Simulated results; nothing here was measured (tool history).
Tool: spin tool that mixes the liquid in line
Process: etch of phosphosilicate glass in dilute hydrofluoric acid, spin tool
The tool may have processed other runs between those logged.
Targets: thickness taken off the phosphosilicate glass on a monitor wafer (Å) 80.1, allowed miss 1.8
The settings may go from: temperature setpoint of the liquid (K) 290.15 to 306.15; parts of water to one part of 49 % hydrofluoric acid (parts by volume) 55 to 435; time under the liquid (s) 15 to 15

| run | hour | temperature setpoint of the liquid (K) | parts of water to one part of 49 % hydrofluoric acid (parts by volume) | time under the liquid (s) | thickness taken off the phosphosilicate glass on a monitor wafer (Å) |
|---|---|---|---|---|---|
| 1 | 0 | 298.15 | 245 | 15 | 67.186 |
| 2 | 8.7 | 296.65 | 245 | 15 | 63.626 |
| 3 | 16.5 | 298.15 | 245 | 15 | 66.801 |
| 4 | 21.4 | 298.15 | 285 | 15 | 55.241 |
| 5 | 30 | 299.65 | 280 | 15 | 59.585 |
| 6 | 34.6 | 299.65 | 280 | 15 | 59.095 |
| 7 | 37.2 | 303.65 | 260 | 15 | 74.342 |
| 8 | 41.7 | 304.15 | 260 | 15 | 76.576 |
| 9 | 45 | 304.65 | 260 | 15 | 77.426 |

Below are 4 possible settings for the next run. Only one of them brings all results inside the allowed miss of their targets. Which is it?
| A | 48.3 | 305.15 | 265 | 15 | ? |
| B | 48.3 | 305.15 | 255 | 15 | ? |
| C | 48.3 | 304.15 | 240 | 15 | ? |
| D | 48.3 | 306.15 | 275 | 15 | ? |

| move | thickness taken off the phosphosilicate glass on a monitor wafer (Å) |
|---|---|
| A | 76.048 |
| B | 79.978 |
| C | 83.726 |
| D | 74.759 |
A: the biggest miss grows against the last run
B: in spec on every target
C: takes the result that was furthest off past its target
D: the biggest miss grows against the last run
B meets every target.

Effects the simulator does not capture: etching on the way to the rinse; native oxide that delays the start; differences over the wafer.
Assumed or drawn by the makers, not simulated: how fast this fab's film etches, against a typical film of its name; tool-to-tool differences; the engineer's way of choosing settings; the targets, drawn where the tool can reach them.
